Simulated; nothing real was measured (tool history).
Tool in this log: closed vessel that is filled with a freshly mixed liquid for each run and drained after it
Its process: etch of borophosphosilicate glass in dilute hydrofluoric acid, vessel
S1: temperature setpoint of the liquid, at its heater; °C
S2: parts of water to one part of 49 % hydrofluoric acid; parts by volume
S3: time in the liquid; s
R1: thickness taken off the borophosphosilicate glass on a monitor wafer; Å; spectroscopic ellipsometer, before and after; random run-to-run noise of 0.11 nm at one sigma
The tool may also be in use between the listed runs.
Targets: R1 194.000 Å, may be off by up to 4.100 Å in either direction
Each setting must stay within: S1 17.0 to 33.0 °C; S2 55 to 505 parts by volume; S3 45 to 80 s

| run | day | S1 | S2 | S3 | R1 |
|---|---|---|---|---|---|
| 1 | 0.000 | 25.0 | 280 | 80 | 75.074 |
| 2 | 0.079 | 26.5 | 250 | 80 | 91.054 |
| 3 | 0.150 | 26.5 | 250 | 80 | 92.187 |
| 4 | 0.338 | 26.5 | 155 | 80 | 165.900 |
| 5 | 0.612 | 27.5 | 155 | 80 | 173.120 |
| 6 | 0.754 | 27.5 | 95 | 80 | 307.370 |
| 7 | 0.988 | 25.5 | 95 | 80 | 282.730 |
| 8 | 1.112 | 25.0 | 105 | 80 | 245.190 |
| 9 | 1.221 | 23.5 | 105 | 80 | 231.220 |
|  | 1.479 | hydrofluoric acid flow meter replaced |
| 10 | 1.479 | 23.5 | 105 | 80 | 257.730 |
| 11 | 1.679 | 23.5 | 115 | 80 | 233.080 |
| 12 | 1.767 | 23.5 | 115 | 80 | 234.130 |

Which single option among these 5 for the next run brings every result within its allowed miss of target? Just one does.
| A | 1.854 | 22.0 | 115 | 80 | ? |
| B | 1.854 | 24.0 | 130 | 80 | ? |
| C | 1.854 | 26.0 | 140 | 80 | ? |
| D | 1.854 | 23.5 | 125 | 80 | ? |
| E | 1.854 | 21.5 | 125 | 80 | ? |

| move | R1 |
|---|---|
| A | 218.990 |
| B | 205.970 |
| C | 204.010 |
| D | 211.310 |
| E | 195.270 |
A: better than the last run, though not everything is in spec
B: better than the last run, though not everything is in spec
C: better than the last run, though not everything is in spec
D: better than the last run, though not everything is in spec
E: every result lands within tolerance
E is the move that brings every result within its allowed miss.

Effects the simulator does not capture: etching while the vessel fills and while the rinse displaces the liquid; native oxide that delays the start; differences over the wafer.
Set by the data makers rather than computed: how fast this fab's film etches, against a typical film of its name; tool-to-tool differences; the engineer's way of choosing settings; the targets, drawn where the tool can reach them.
